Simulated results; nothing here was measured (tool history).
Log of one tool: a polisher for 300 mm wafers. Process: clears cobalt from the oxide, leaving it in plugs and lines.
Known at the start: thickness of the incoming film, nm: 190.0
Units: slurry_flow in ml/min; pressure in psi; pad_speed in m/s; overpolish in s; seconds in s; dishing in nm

Run 1, day 0: slurry_flow 300 ml/min, pressure 2.3 psi, pad_speed 0.76 m/s, overpolish 18 s. Result: seconds 38.54 s, dishing 43.023 nm.
Run 2, day 0.325: slurry_flow 300 ml/min, pressure 2.8 psi, pad_speed 0.76 m/s, overpolish 18 s. Result: seconds 31.436 s, dishing 48.275 nm.
Run 3, day 0.638: slurry_flow 290 ml/min, pressure 2.4 psi, pad_speed 0.74 m/s, overpolish 15 s. Result: seconds 37.936 s, dishing 40.127 nm.
Run 4, day 0.762: slurry_flow 265 ml/min, pressure 2.1 psi, pad_speed 0.72 m/s, overpolish 13 s. Result: seconds 43.768 s, dishing 33.906 nm.
Run 5, day 0.958: slurry_flow 265 ml/min, pressure 2.1 psi, pad_speed 0.56 m/s, overpolish 13 s. Result: seconds 53.186 s, dishing 30.439 nm.
Run 6, day 1.304: slurry_flow 265 ml/min, pressure 2.1 psi, pad_speed 0.38 m/s, overpolish 13 s. Result: seconds 70.764 s, dishing 25.214 nm.
Run 7, day 1.679: slurry_flow 245 ml/min, pressure 2.1 psi, pad_speed 0.38 m/s, overpolish 11 s. Result: seconds 71.751 s, dishing 22.098 nm.
Run 8, day 1.992: slurry_flow 230 ml/min, pressure 2.2 psi, pad_speed 0.38 m/s, overpolish 10 s. Result: seconds 67.663 s, dishing 21.3 nm.
Run 9, day 2.175: slurry_flow 220 ml/min, pressure 2.3 psi, pad_speed 0.38 m/s, overpolish 9 s. Result: seconds 66.996 s, dishing 19.777 nm.
Run 10, day 2.421: slurry_flow 210 ml/min, pressure 2.4 psi, pad_speed 0.38 m/s, overpolish 8 s. Result: seconds 61.991 s, dishing 18.774 nm.
Run 11, day 2.462: slurry_flow 205 ml/min, pressure 2.4 psi, pad_speed 0.38 m/s, overpolish 7 s. Result: seconds 63.226 s, dishing 16.51 nm.
Run 12, day 2.496: slurry_flow 180 ml/min, pressure 2.5 psi, pad_speed 0.38 m/s, overpolish 5 s. Result: seconds 64.113 s, dishing 12.226 nm.
Run 13, day 2.608: slurry_flow 180 ml/min, pressure 2.5 psi, pad_speed 0.38 m/s, overpolish 5 s. Result: seconds 61.118 s, dishing 12.751 nm.
Run 14, day 2.888: slurry_flow 190 ml/min, pressure 2.5 psi, pad_speed 0.38 m/s, overpolish 5 s. Result: seconds 61.534 s, dishing 12.552 nm.
Run 15, day 3.217: slurry_flow 205 ml/min, pressure 2.5 psi, pad_speed 0.38 m/s, overpolish 5 s. Result: seconds 60.538 s, dishing 12.987 nm.

Forecast run 16:
Run 16, day 3.546: slurry_flow 205 ml/min, pressure 2.5 psi, pad_speed 0.38 m/s, overpolish 5 s. Result: seconds ?, dishing ?.

seconds: 63.086 s
dishing: 12.755 nm

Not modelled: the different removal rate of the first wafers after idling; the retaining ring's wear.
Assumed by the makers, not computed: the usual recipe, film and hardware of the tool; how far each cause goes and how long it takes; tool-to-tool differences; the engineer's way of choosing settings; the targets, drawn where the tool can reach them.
